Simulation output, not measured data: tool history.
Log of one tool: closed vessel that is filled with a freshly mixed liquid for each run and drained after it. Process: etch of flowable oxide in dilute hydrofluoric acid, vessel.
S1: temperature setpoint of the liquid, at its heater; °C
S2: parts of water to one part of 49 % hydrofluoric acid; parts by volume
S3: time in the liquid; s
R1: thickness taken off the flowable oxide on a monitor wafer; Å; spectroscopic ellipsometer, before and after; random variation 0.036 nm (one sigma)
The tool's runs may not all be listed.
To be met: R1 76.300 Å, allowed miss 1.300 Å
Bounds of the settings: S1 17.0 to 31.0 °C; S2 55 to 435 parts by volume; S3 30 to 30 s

| run | hour | S1 | S2 | S3 | R1 |
|---|---|---|---|---|---|
| 1 | 0.0 | 23.0 | 245 | 30 | 42.604 |
| 2 | 3.9 | 23.0 | 215 | 30 | 50.806 |
| 3 | 7.9 | 24.5 | 210 | 30 | 54.966 |
| 4 | 15.1 | 24.5 | 210 | 30 | 54.711 |
| 5 | 22.6 | 24.5 | 210 | 30 | 54.792 |
| 6 | 24.1 | 24.5 | 210 | 30 | 54.953 |
| 7 | 31.2 | 25.5 | 205 | 30 | 58.206 |
| 8 | 39.8 | 26.5 | 200 | 30 | 62.697 |
| 9 | 45.1 | 27.5 | 200 | 30 | 64.934 |
| 10 | 50.7 | 28.0 | 200 | 30 | 66.421 |

Which of these 5 next moves meets every target?
| A | 56.3 | 29.0 | 175 | 30 | ? |
| B | 56.3 | 28.5 | 185 | 30 | ? |
| C | 56.3 | 28.0 | 190 | 30 | ? |
| D | 56.3 | 21.5 | 180 | 30 | ? |
| E | 56.3 | 25.5 | 165 | 30 | ? |

| move | R1 |
|---|---|
| A | 81.048 |
| B | 74.399 |
| C | 70.738 |
| D | 59.352 |
| E | 76.582 |
A: takes the result that was furthest off past its target
B: nearer than the last run, and not there yet
C: nearer than the last run, and not there yet
D: further off than the last run
E: meets every target
Move E is the one to make.

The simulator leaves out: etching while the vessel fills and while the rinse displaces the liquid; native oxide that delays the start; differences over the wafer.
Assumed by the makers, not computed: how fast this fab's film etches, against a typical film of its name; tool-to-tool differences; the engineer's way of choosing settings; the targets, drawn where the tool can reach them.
